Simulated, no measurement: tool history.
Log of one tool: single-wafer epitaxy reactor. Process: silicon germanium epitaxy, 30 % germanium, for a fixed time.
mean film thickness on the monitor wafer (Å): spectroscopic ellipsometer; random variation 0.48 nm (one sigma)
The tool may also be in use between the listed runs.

run,hour,wafer temperature setpoint (pyrometer-controlled) (K),chamber pressure (mTorr),mean film thickness on the monitor wafer (Å)
1,0,878.15,22100,690.37
2,2.7,883.15,22100,734.35
3,7.3,879.15,22100,700.13
4,15.9,882.15,22200,734.77
5,20.4,884.15,22300,766.99
6,24.8,884.15,18900,702.41
7,31.3,887.15,19000,734.82

The next listed run, before its measurement:
8,38.8,889.15,19100,?

mean film thickness on the monitor wafer (Å): 751.54

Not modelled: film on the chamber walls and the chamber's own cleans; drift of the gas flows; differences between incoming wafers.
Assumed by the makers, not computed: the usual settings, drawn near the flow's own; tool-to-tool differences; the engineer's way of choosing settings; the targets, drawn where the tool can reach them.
